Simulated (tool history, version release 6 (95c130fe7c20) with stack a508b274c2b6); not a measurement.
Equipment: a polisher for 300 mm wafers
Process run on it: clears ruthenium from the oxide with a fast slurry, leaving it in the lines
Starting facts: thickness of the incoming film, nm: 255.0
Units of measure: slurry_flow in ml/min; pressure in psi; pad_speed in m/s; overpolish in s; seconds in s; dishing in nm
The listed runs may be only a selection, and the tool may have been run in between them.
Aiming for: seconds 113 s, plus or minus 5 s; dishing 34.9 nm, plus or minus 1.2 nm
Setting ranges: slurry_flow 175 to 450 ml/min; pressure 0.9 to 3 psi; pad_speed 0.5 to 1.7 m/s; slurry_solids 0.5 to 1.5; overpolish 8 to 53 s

| run | hour | slurry_flow | pressure | pad_speed | slurry_solids | overpolish | seconds | dishing |
|---|---|---|---|---|---|---|---|---|
| 1 | 0 | 290 | 1.9 | 1.1 | 1 | 27 | 67.089 | 64.011 |
| 2 | 8.9 | 290 | 1.9 | 0.92 | 1 | 27 | 75.854 | 57.356 |
| 3 | 9.7 | 290 | 1.7 | 0.9 | 1 | 24 | 89.28 | 49.308 |
| 4 | 14.1 | 290 | 2.1 | 0.9 | 1 | 24 | 72.8 | 57.404 |
| 5 | 19.3 | 290 | 2.1 | 0.9 | 1 | 33 | 70.417 | 67.957 |
| 6 | 26.7 | 290 | 1.9 | 0.9 | 1 | 33 | 79.288 | 65.115 |
| 7 | 31.1 | 290 | 1.7 | 0.88 | 1 | 27 | 89.049 | 53.655 |
| 8 | 37.9 | 290 | 1.6 | 0.86 | 1 | 22 | 94.705 | 43.694 |
| 9 | 38.8 | 290 | 1.5 | 0.86 | 1 | 21 | 102.64 | 38.929 |
| 10 | 44.7 | 290 | 1.4 | 0.86 | 1 | 21 | 108.23 | 36.823 |

5 candidate next runs follow, results not yet known. Just one meets every target within its allowed miss. Identify it.
| A | 50.6 | 255 | 1.3 | 1 | 0.9 | 20 | ? | ? |
| B | 50.6 | 305 | 1.4 | 0.82 | 1 | 24 | ? | ? |
| C | 50.6 | 245 | 1.3 | 0.92 | 1 | 22 | ? | ? |
| D | 50.6 | 245 | 1.2 | 1 | 1 | 22 | ? | ? |
| E | 50.6 | 305 | 1.4 | 0.84 | 1 | 23 | ? | ? |

| move | seconds | dishing |
|---|---|---|
| A | 114.04 | 35.543 |
| B | 114.86 | 40.837 |
| C | 114.22 | 38.312 |
| D | 115.14 | 38.07 |
| E | 112.68 | 40.102 |
A: in spec on every target
B: misses by more than the last run did
C: misses by more than the last run did
D: misses by more than the last run did
E: misses by more than the last run did
Answer: A
